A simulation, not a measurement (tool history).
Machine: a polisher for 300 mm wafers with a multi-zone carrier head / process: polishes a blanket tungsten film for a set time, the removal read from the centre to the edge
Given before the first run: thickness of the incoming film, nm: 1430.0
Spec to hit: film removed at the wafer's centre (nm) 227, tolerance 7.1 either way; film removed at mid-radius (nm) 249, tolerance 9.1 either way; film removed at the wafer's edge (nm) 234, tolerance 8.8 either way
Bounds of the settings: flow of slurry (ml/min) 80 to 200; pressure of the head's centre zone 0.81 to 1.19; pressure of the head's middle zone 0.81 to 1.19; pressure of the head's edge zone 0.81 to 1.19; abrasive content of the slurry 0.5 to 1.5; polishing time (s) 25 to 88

run  hour  flow of slurry (ml/min)  pressure of the head's centre zone  pressure of the head's middle zone  pressure of the head's edge zone  abrasive content of the slurry  polishing time (s)  film removed at the wafer's centre (nm)  film removed at mid-radius (nm)  film removed at the wafer's edge (nm)
  1     0                      130                                   1                                   1                                 1                               1                  56                                   268.65                           265.12                                 272.27
  2   7.8                      145                                   1                                   1                                 1                               1                  56                                   273.65                           277.25                                 270.08
  3  10.3                      145                                   1                                   1                                 1                               1                  50                                   244.49                           248.64                                 246.66
  4    19                      130                                   1                                   1                                 1                               1                  50                                   243.21                           239.18                                  234.7
  5  26.3                      130                                1.03                                   1                                 1                               1                  50                                   245.99                           245.35                                 245.96
  6  29.5                      130                                1.03                                   1                                 1                             0.9                  50                                   244.02                            232.1                                 241.01
  7  34.8                      130                                1.01                                1.02                              1.01                             0.9                  50                                   235.28                           244.34                                  239.6
  8  36.7                      130                                   1                                1.02                              1.01                             0.9                  50                                   234.17                           239.94                                  233.9

Pick the move, out of 4, that brings all results within their allowed miss; only one does.
  A  38.6                      140                                 1.1                                1.19                              1.08                            0.95                  46                                        ?                                ?                                      ?
  B  38.6                      150                                0.95                                1.04                              0.94                            0.95                  49                                        ?                                ?                                      ?
  C  38.6                      140                                1.03                                   1                              0.98                             0.9                  47                                        ?                                ?                                      ?
  D  38.6                      140                                1.05                                1.05                              0.95                               1                  48                                        ?                                ?                                      ?

move  film removed at the wafer's centre (nm)  film removed at mid-radius (nm)  film removed at the wafer's edge (nm)
   A                                   244.12                           257.33                                 231.89
   B                                   227.73                           247.94                                 233.27
   C                                   230.74                           224.37                                 223.83
   D                                   245.27                            243.7                                  229.6
A: lands further from the targets than the last run did
B: all results in spec
C: puts the biggest miss on target and leaves a different result outside tolerance
D: lands further from the targets than the last run did
The move that meets every target is B.
